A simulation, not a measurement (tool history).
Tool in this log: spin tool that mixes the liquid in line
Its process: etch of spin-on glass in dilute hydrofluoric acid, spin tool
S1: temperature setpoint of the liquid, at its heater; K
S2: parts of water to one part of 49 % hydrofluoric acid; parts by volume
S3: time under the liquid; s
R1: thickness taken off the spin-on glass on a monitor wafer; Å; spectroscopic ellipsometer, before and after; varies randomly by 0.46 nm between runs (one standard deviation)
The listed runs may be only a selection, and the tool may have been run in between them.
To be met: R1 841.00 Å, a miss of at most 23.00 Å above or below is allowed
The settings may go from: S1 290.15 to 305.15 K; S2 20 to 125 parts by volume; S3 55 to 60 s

run,hour,S1,S2,S3,R1
1,0.0,297.15,70,55,227.12
2,2.3,298.15,60,55,275.90
3,11.2,298.15,60,55,278.48
4,17.6,298.15,60,55,277.89
5,21.6,299.15,55,55,318.44
6,24.3,299.15,75,55,227.06
7,27.0,300.15,65,55,279.77
8,27.7,300.65,60,55,308.86
9,30.8,301.15,55,55,345.33
10,32.6,301.65,50,55,387.93

4 next moves are on the table. One of them brings every result within its allowed miss. Which?
A,34.4,300.65,25,60,?
B,34.4,299.15,25,60,?
C,34.4,303.15,30,60,?
D,34.4,302.65,25,60,?

move,R1
A,845.64
B,794.96
C,773.82
D,917.32
A: hits every target within its allowed miss
B: nearer the targets than the last run, but a result is still out of spec
C: nearer the targets than the last run, but a result is still out of spec
D: takes the result that was furthest off past its target
Move A is the one to make.
